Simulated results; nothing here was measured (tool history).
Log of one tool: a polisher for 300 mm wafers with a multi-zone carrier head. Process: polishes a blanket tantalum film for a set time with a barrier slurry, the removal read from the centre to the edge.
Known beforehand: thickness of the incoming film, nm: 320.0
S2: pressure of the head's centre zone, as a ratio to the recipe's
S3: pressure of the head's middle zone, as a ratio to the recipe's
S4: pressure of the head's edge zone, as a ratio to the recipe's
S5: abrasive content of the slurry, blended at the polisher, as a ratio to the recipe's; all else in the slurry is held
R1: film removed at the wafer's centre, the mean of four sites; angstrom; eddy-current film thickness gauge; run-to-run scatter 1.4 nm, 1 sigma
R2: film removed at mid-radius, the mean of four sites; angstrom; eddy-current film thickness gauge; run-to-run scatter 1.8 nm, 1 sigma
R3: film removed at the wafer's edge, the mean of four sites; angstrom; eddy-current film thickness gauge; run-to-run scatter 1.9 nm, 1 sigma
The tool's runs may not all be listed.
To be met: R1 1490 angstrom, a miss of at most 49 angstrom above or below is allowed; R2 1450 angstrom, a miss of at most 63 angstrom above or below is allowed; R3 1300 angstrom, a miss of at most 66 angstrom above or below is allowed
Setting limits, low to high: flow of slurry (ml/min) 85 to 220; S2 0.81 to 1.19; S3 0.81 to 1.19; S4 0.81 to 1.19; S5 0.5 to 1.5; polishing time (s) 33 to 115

{"run": 1, "hour": 0.0, "flow of slurry (ml/min)": 140, "S2": 1, "S3": 1, "S4": 1, "S5": 1, "polishing time (s)": 73, "R1": 927.97, "R2": 902.12, "R3": 883.13}
{"run": 2, "hour": 7.7, "flow of slurry (ml/min)": 140, "S2": 1, "S3": 0.96, "S4": 1, "S5": 1, "polishing time (s)": 73, "R1": 915.12, "R2": 869.03, "R3": 911.25}
{"run": 3, "hour": 16.3, "flow of slurry (ml/min)": 115, "S2": 1, "S3": 0.96, "S4": 1, "S5": 1, "polishing time (s)": 73, "R1": 869.22, "R2": 844.38, "R3": 888.08}
{"run": 4, "hour": 23.3, "flow of slurry (ml/min)": 115, "S2": 1, "S3": 0.96, "S4": 1.03, "S5": 1, "polishing time (s)": 73, "R1": 872.7, "R2": 845.38, "R3": 891.21}
{"run": 5, "hour": 31.6, "flow of slurry (ml/min)": 95, "S2": 1, "S3": 0.96, "S4": 1.03, "S5": 1, "polishing time (s)": 73, "R1": 833.84, "R2": 816.13, "R3": 865.78}
{"run": 6, "hour": 34.9, "flow of slurry (ml/min)": 105, "S2": 1.01, "S3": 0.98, "S4": 1.03, "S5": 1.05, "polishing time (s)": 75, "R1": 897.35, "R2": 906.19, "R3": 911.38}
{"run": 7, "hour": 37.6, "flow of slurry (ml/min)": 115, "S2": 1.03, "S3": 0.98, "S4": 1.04, "S5": 1.1, "polishing time (s)": 76, "R1": 959.23, "R2": 909.51, "R3": 975.55}
{"run": 8, "hour": 41.6, "flow of slurry (ml/min)": 120, "S2": 1.04, "S3": 1, "S4": 1.03, "S5": 1.15, "polishing time (s)": 77, "R1": 1031.1, "R2": 981.08, "R3": 991.71}

Which single option among these 4 for the next run brings every result within its allowed miss of target? Just one does.
{"run": "A", "hour": 45.6, "flow of slurry (ml/min)": 140, "S2": 1.14, "S3": 0.89, "S4": 1.04, "S5": 1.3, "polishing time (s)": 106, "R1": "?", "R2": "?", "R3": "?"}
{"run": "B", "hour": 45.6, "flow of slurry (ml/min)": 180, "S2": 1.19, "S3": 1, "S4": 0.97, "S5": 1.2, "polishing time (s)": 96, "R1": "?", "R2": "?", "R3": "?"}
{"run": "C", "hour": 45.6, "flow of slurry (ml/min)": 140, "S2": 1.02, "S3": 1, "S4": 1, "S5": 1.15, "polishing time (s)": 111, "R1": "?", "R2": "?", "R3": "?"}
{"run": "D", "hour": 45.6, "flow of slurry (ml/min)": 130, "S2": 1.12, "S3": 1.11, "S4": 0.96, "S5": 1.2, "polishing time (s)": 101, "R1": "?", "R2": "?", "R3": "?"}

move=A R1=1622.5 R2=1307.1 R3=1426.1
move=B R1=1567.7 R2=1325.5 R3=1252.9
move=C R1=1465.3 R2=1455.4 R3=1410.2
move=D R1=1464.5 R2=1447.5 R3=1261.9
A: carries the result that was furthest off beyond its target, to the other side
B: carries the result that was furthest off beyond its target, to the other side
C: corrects the largest miss of the last run, while another result sits out of spec
D: in spec on every target
Correct choice: D, which meets every target

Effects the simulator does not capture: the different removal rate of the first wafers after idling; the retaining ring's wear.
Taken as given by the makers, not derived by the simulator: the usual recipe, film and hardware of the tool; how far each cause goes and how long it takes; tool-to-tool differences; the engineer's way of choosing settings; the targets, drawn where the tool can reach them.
